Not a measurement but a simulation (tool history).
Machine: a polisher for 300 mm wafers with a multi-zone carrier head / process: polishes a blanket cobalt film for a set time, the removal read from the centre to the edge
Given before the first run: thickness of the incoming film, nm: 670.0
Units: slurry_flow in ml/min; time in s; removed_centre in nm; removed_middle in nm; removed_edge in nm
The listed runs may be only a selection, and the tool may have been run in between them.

run,hour,slurry_flow,centre_zone,middle_zone,edge_zone,time,removed_centre,removed_middle,removed_edge
1,0.0,150,1.00,1.00,1.00,53,192.46,188.80,183.72
2,2.6,155,0.98,0.99,1.04,53,186.33,188.88,187.66
3,7.3,160,0.97,0.98,1.07,53,187.93,186.61,194.55
4,9.8,160,0.97,1.03,1.07,53,188.71,192.88,191.57
5,17.7,160,0.97,1.03,1.07,46,163.54,168.30,167.17
6,20.1,170,0.96,1.02,1.10,47,169.62,173.26,174.36

What will run 7 give?
7,26.6,175,0.94,1.01,1.12,48,?,?,?

Run 7 gave removed_centre 166.69 nm, removed_middle 178.14 nm, removed_edge 182.42 nm.
